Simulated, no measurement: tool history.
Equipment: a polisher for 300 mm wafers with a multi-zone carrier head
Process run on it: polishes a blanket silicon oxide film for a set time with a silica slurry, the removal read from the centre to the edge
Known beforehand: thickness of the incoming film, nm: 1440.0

run  hour  flow of slurry (ml/min)  pressure of the head's centre zone  pressure of the head's middle zone  pressure of the head's edge zone  abrasive content of the slurry  polishing time (s)  film removed at the wafer's centre (Å)  film removed at mid-radius (Å)  film removed at the wafer's edge (Å)
  1   0.0                      265                                1.00                                1.00                              1.00                            1.00                  42                                 1325.50                         1310.90                               1316.10
  2   6.8                      265                                1.00                                1.00                              0.98                            0.95                  41                                 1262.80                         1254.70                               1232.20
  3  12.8                      265                                1.00                                1.00                              0.98                            0.95                  49                                 1524.20                         1504.50                               1494.80
  4  21.3                      265                                0.92                                1.00                              0.98                            0.95                  49                                 1397.10                         1486.90                               1519.30
  5  28.6                      265                                0.93                                0.99                              0.97                            0.90                  47                                 1300.00                         1374.60                               1362.70
  6  34.2                      220                                0.93                                0.99                              0.97                            0.90                  47                                 1254.80                         1352.30                               1334.00
  7  40.0                      210                                1.01                                0.93                              0.87                            0.65                  35                                  833.69                          762.38                                791.82

Forecast run 8:
  8  47.5                      210                                1.01                                0.94                              0.86                            0.65                  35                                       ?                               ?                                     ?

Run 8 came out at film removed at the wafer's centre (Å) 841.54, film removed at mid-radius (Å) 776.90, film removed at the wafer's edge (Å) 793.58.
